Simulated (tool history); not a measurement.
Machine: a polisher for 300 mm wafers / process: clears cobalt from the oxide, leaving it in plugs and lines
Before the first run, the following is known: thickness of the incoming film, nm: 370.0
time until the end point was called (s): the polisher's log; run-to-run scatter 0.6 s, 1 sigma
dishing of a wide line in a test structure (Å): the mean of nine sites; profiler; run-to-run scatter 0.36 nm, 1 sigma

run	day	flow of slurry (ml/min)	pressure of the wafer on the pad (psi)	speed of the pad under the wafer (cm/s)	overpolish time after the end point (s)	time until the end point was called (s)	dishing of a wide line in a test structure (Å)
1	0	235	2.2	102	16	59.289	322.16
2	0.292	235	2	102	16	65.886	312.62
3	0.333	185	2	102	16	68.824	304.97
4	0.525	185	2	102	23	67.694	328.76
5	0.762	185	2	102	26	65.339	336.87
6	0.783	185	1.6	102	26	81.205	330.42
7	0.983	185	2	104	24	67.568	328.86
8	1.346	200	2.3	106	22	58.726	334.79
9	1.7	205	2.6	108	20	50.735	331.69
10	1.9	215	2.8	108	19	46.839	324.68

For run 11, what comes out?
11	2.175	225	2.9	108	20	?	?

time until the end point was called (s): 47.694
dishing of a wide line in a test structure (Å): 332.25

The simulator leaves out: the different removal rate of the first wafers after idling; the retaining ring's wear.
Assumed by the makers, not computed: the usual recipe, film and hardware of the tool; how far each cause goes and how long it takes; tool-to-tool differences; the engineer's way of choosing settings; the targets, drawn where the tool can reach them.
